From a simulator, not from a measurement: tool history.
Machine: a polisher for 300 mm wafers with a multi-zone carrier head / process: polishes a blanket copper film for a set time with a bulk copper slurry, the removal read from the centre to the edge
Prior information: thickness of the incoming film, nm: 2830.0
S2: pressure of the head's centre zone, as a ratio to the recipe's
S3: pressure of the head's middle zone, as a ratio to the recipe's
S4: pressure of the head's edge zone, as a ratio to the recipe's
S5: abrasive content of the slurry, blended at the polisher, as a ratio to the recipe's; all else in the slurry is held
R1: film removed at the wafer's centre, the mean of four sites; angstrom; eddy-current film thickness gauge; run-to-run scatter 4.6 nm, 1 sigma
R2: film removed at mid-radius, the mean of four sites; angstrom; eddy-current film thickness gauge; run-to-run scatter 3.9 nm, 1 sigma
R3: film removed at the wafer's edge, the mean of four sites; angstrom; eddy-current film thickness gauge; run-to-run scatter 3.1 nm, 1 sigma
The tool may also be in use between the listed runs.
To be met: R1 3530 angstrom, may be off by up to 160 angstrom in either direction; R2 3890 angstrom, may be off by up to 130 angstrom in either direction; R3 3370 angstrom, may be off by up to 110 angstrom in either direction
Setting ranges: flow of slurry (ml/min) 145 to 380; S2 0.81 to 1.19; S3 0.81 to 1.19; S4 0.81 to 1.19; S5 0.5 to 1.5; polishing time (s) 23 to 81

Run 1, hour 0: flow of slurry (ml/min) 245, S2 1, S3 1, S4 1, S5 1, polishing time (s) 52. Result: R1 4461.9 angstrom, R2 4530.1 angstrom, R3 4641.5 angstrom.
Run 2, hour 4.3: flow of slurry (ml/min) 245, S2 1, S3 1.02, S4 0.97, S5 0.9, polishing time (s) 50. Result: R1 4212.7 angstrom, R2 4416.7 angstrom, R3 4322 angstrom.
Run 3, hour 11.2: flow of slurry (ml/min) 245, S2 1, S3 1.02, S4 0.97, S5 0.9, polishing time (s) 61. Result: R1 5084.3 angstrom, R2 5258.1 angstrom, R3 5260.9 angstrom.
Run 4, hour 16.1: flow of slurry (ml/min) 245, S2 1, S3 0.99, S4 0.97, S5 0.9, polishing time (s) 61. Result: R1 5049.2 angstrom, R2 5285.7 angstrom, R3 5276.5 angstrom.
Run 5, hour 18.8: flow of slurry (ml/min) 245, S2 1, S3 1, S4 0.94, S5 0.8, polishing time (s) 57. Result: R1 4550.2 angstrom, R2 4899.2 angstrom, R3 4640.7 angstrom.
Run 6, hour 23.9: flow of slurry (ml/min) 240, S2 1.01, S3 0.98, S4 0.92, S5 0.75, polishing time (s) 55. Result: R1 4539.6 angstrom, R2 4520.1 angstrom, R3 4454.3 angstrom.
Run 7, hour 26.9: flow of slurry (ml/min) 245, S2 1, S3 0.99, S4 0.9, S5 0.7, polishing time (s) 53. Result: R1 4259 angstrom, R2 4410.6 angstrom, R3 4218.2 angstrom.
Run 8, hour 35.7: flow of slurry (ml/min) 245, S2 1, S3 1, S4 0.88, S5 0.65, polishing time (s) 51. Result: R1 4040.4 angstrom, R2 4160.5 angstrom, R3 4001.6 angstrom.
Run 9, hour 36.4: flow of slurry (ml/min) 245, S2 1.01, S3 1.03, S4 0.86, S5 0.6, polishing time (s) 50. Result: R1 4000 angstrom, R2 4093.8 angstrom, R3 3767.3 angstrom.
Run 10, hour 43.3: flow of slurry (ml/min) 240, S2 1, S3 1.04, S4 0.85, S5 0.6, polishing time (s) 49. Result: R1 3945.6 angstrom, R2 4063 angstrom, R3 3686.3 angstrom.
Run 11, hour 52.3: flow of slurry (ml/min) 235, S2 0.99, S3 1.05, S4 0.84, S5 0.6, polishing time (s) 49. Result: R1 3829.8 angstrom, R2 4056.3 angstrom, R3 3654.5 angstrom.
Run 12, hour 53.6: flow of slurry (ml/min) 230, S2 0.99, S3 1.06, S4 0.83, S5 0.6, polishing time (s) 49. Result: R1 3738 angstrom, R2 4089.8 angstrom, R3 3626.1 angstrom.

Which of these 4 next moves meets every target?
Run A, hour 54.9: flow of slurry (ml/min) 200, S2 0.88, S3 0.96, S4 0.84, S5 0.7, polishing time (s) 53. Result: R1 ?, R2 ?, R3 ?.
Run B, hour 54.9: flow of slurry (ml/min) 300, S2 0.93, S3 0.97, S4 0.91, S5 0.75, polishing time (s) 47. Result: R1 ?, R2 ?, R3 ?.
Run C, hour 54.9: flow of slurry (ml/min) 235, S2 1, S3 1.12, S4 0.84, S5 0.55, polishing time (s) 46. Result: R1 ?, R2 ?, R3 ?.
Run D, hour 54.9: flow of slurry (ml/min) 190, S2 1.02, S3 1.07, S4 0.9, S5 0.55, polishing time (s) 45. Result: R1 ?, R2 ?, R3 ?.

move      R1      R2      R3
   A  3647.3  4190.4  4033.5
   B  3641.4  3957.4  3883.8
   C  3550.8    3907  3418.6
   D  3435.7  3618.5  3381.6
A: the biggest miss grows against the last run
B: the biggest miss grows against the last run
C: all results in spec
D: brings the last run's worst result on target, with another outside its allowed miss
Answer: C
